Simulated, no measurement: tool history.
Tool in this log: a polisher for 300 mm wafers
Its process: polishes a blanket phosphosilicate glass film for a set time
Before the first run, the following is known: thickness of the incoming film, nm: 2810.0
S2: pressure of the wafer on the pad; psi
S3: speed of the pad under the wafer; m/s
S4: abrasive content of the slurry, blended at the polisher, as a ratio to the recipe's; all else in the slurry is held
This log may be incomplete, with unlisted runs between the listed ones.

run 1 hour=0 | flow_of_slurry_(ml/min)=130 S2=2.8 S3=1.18 S4=1 polishing_time_(s)=54 | film_removed_(Å)=4082.8
run 2 hour=4.7 | flow_of_slurry_(ml/min)=130 S2=2.8 S3=1.18 S4=1 polishing_time_(s)=56 | film_removed_(Å)=4233.3
run 3 hour=13.1 | flow_of_slurry_(ml/min)=155 S2=2.8 S3=1.18 S4=1 polishing_time_(s)=56 | film_removed_(Å)=4297.8
run 4 hour=21.3 | flow_of_slurry_(ml/min)=155 S2=3 S3=1.18 S4=1 polishing_time_(s)=56 | film_removed_(Å)=4734.6
run 5 hour=24.3 | flow_of_slurry_(ml/min)=125 S2=3 S3=1.18 S4=1 polishing_time_(s)=56 | film_removed_(Å)=4470.3
run 6 hour=31.2 | flow_of_slurry_(ml/min)=135 S2=3.2 S3=1.18 S4=1 polishing_time_(s)=56 | film_removed_(Å)=4798.4
run 7 hour=34.8 | flow_of_slurry_(ml/min)=135 S2=3.2 S3=1.18 S4=1 polishing_time_(s)=56 | film_removed_(Å)=4827

Run 8 comes next. What will it give?
run 8 hour=43.8 | flow_of_slurry_(ml/min)=140 S2=3.3 S3=1.18 S4=1 polishing_time_(s)=56 | film_removed_(Å)=?

film removed (Å): 4950.1
